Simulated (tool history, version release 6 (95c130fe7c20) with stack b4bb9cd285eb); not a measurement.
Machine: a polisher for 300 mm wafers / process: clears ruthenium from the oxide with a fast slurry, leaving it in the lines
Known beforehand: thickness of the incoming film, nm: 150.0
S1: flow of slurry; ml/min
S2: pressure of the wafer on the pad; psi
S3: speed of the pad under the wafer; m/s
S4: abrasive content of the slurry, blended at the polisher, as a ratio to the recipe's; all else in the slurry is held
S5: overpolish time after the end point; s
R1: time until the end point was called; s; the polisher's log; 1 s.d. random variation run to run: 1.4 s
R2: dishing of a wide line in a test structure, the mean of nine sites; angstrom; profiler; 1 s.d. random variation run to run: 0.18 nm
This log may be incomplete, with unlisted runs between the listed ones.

run 1 hour=0.0 | S1=175 S2=2.3 S3=0.92 S4=1.00 S5=20 | R1=58.917 R2=395.740
run 2 hour=8.7 | S1=175 S2=2.8 S3=0.92 S4=1.00 S5=20 | R1=49.074 R2=445.940
run 3 hour=12.5 | S1=175 S2=2.6 S3=0.88 S4=1.00 S5=19 | R1=54.965 R2=400.640
run 4 hour=15.9 | S1=175 S2=2.5 S3=0.84 S4=1.00 S5=18 | R1=60.333 R2=356.000
run 5 hour=20.4 | S1=175 S2=2.9 S3=0.84 S4=1.00 S5=18 | R1=52.219 R2=404.460
run 6 hour=27.2 | S1=175 S2=2.6 S3=0.84 S4=1.00 S5=18 | R1=58.070 R2=373.330
run 7 hour=32.3 | S1=175 S2=2.5 S3=0.82 S4=1.00 S5=17 | R1=61.391 R2=330.000
run 8 hour=39.4 | S1=175 S2=2.3 S3=0.80 S4=1.00 S5=17 | R1=67.970 R2=321.020
run 9 hour=41.6 | S1=190 S2=1.7 S3=0.54 S4=0.95 S5=7 | R1=135.510 R2=77.806
run 10 hour=46.9 | S1=185 S2=1.7 S3=0.54 S4=0.95 S5=8 | R1=135.520 R2=90.674
run 11 hour=49.4 | S1=135 S2=2.0 S3=0.54 S4=0.95 S5=16 | R1=121.830 R2=182.770
run 12 hour=51.1 | S1=140 S2=2.0 S3=0.54 S4=0.95 S5=16 | R1=120.580 R2=182.960
run 13 hour=59.3 | S1=145 S2=2.0 S3=0.54 S4=0.95 S5=16 | R1=120.850 R2=183.660
run 14 hour=61.7 | S1=150 S2=2.0 S3=0.54 S4=0.95 S5=16 | R1=117.170 R2=188.480

Predict the results of run 15:
run 15 hour=69.0 | S1=160 S2=1.9 S3=0.54 S4=0.95 S5=15 | R1=? R2=?

R1: 124.040 s
R2: 168.800 angstrom

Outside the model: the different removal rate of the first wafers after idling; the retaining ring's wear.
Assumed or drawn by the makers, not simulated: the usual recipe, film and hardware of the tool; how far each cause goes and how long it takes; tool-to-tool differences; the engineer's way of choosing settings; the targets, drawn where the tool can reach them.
